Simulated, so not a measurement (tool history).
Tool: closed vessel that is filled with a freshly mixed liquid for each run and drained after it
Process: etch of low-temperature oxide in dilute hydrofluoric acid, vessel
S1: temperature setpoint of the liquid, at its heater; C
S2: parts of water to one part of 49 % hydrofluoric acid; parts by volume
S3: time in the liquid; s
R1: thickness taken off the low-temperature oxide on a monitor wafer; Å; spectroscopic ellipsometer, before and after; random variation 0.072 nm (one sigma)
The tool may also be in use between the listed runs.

Run 1, day 0: S1 25 C, S2 130 parts by volume, S3 35 s. Result: R1 53.931 Å.
Run 2, day 0.067: S1 27 C, S2 125 parts by volume, S3 35 s. Result: R1 60.484 Å.
Run 3, day 0.262: S1 28.5 C, S2 120 parts by volume, S3 35 s. Result: R1 67.931 Å.
Run 4, day 0.3: S1 29.5 C, S2 115 parts by volume, S3 35 s. Result: R1 73.063 Å.
Run 5, day 0.442: S1 26 C, S2 115 parts by volume, S3 35 s. Result: R1 64.688 Å.
Run 6, day 0.662: S1 27.5 C, S2 110 parts by volume, S3 35 s. Result: R1 73.662 Å.

Forecast run 7:
Run 7, day 1.033: S1 29 C, S2 110 parts by volume, S3 35 s. Result: R1 ?.

{"run 7": {"R1": 75.481}}
